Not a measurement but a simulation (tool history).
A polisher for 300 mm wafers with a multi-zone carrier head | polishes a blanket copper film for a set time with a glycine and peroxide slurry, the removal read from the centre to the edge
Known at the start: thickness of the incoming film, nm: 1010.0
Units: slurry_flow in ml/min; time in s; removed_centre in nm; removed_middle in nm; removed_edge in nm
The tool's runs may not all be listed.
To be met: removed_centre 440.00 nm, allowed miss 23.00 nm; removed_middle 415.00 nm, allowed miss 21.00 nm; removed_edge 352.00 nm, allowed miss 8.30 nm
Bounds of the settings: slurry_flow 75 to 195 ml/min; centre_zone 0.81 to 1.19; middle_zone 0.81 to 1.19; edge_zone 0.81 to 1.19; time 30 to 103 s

run 1 hour=0.0 | slurry_flow=125 centre_zone=1.00 middle_zone=1.00 edge_zone=1.00 time=66 | removed_centre=312.80 removed_middle=298.70 removed_edge=307.04
run 2 hour=5.9 | slurry_flow=110 centre_zone=1.00 middle_zone=1.00 edge_zone=1.00 time=66 | removed_centre=298.88 removed_middle=297.87 removed_edge=301.05
run 3 hour=9.2 | slurry_flow=120 centre_zone=1.04 middle_zone=1.05 edge_zone=0.99 time=69 | removed_centre=332.63 removed_middle=331.54 removed_edge=317.26
run 4 hour=10.6 | slurry_flow=120 centre_zone=1.04 middle_zone=1.05 edge_zone=1.07 time=69 | removed_centre=337.56 removed_middle=337.49 removed_edge=330.06
run 5 hour=13.3 | slurry_flow=135 centre_zone=1.08 middle_zone=1.08 edge_zone=1.06 time=69 | removed_centre=365.55 removed_middle=350.88 removed_edge=333.78
run 6 hour=14.7 | slurry_flow=145 centre_zone=1.10 middle_zone=1.11 edge_zone=1.06 time=69 | removed_centre=369.72 removed_middle=365.88 removed_edge=334.33
run 7 hour=15.8 | slurry_flow=145 centre_zone=1.10 middle_zone=1.11 edge_zone=1.06 time=69 | removed_centre=365.88 removed_middle=351.33 removed_edge=336.28
run 8 hour=24.3 | slurry_flow=140 centre_zone=1.13 middle_zone=1.13 edge_zone=1.01 time=72 | removed_centre=399.69 removed_middle=389.71 removed_edge=343.27
run 9 hour=25.0 | slurry_flow=145 centre_zone=1.15 middle_zone=1.14 edge_zone=1.01 time=72 | removed_centre=407.74 removed_middle=390.88 removed_edge=340.02
run 10 hour=32.2 | slurry_flow=145 centre_zone=1.15 middle_zone=1.14 edge_zone=1.01 time=72 | removed_centre=407.86 removed_middle=386.04 removed_edge=339.85
run 11 hour=36.8 | slurry_flow=150 centre_zone=1.16 middle_zone=1.15 edge_zone=1.01 time=72 | removed_centre=411.04 removed_middle=387.55 removed_edge=344.38

4 next moves are on the table. One of them brings every result within its allowed miss. Which?
run A hour=41.4 | slurry_flow=160 centre_zone=1.09 middle_zone=1.08 edge_zone=1.18 time=67 | removed_centre=? removed_middle=? removed_edge=?
run B hour=41.4 | slurry_flow=165 centre_zone=1.19 middle_zone=1.18 edge_zone=1.00 time=73 | removed_centre=? removed_middle=? removed_edge=?
run C hour=41.4 | slurry_flow=160 centre_zone=1.00 middle_zone=1.06 edge_zone=1.01 time=70 | removed_centre=? removed_middle=? removed_edge=?
run D hour=41.4 | slurry_flow=145 centre_zone=1.11 middle_zone=1.07 edge_zone=1.09 time=70 | removed_centre=? removed_middle=? removed_edge=?

move=A removed_centre=371.45 removed_middle=359.02 removed_edge=350.72
move=B removed_centre=445.25 removed_middle=424.40 removed_edge=352.58
move=C removed_centre=355.77 removed_middle=369.43 removed_edge=338.88
move=D removed_centre=386.61 removed_middle=364.96 removed_edge=346.94
A: further off than the last run
B: meets every target
C: further off than the last run
D: further off than the last run
Answer: B

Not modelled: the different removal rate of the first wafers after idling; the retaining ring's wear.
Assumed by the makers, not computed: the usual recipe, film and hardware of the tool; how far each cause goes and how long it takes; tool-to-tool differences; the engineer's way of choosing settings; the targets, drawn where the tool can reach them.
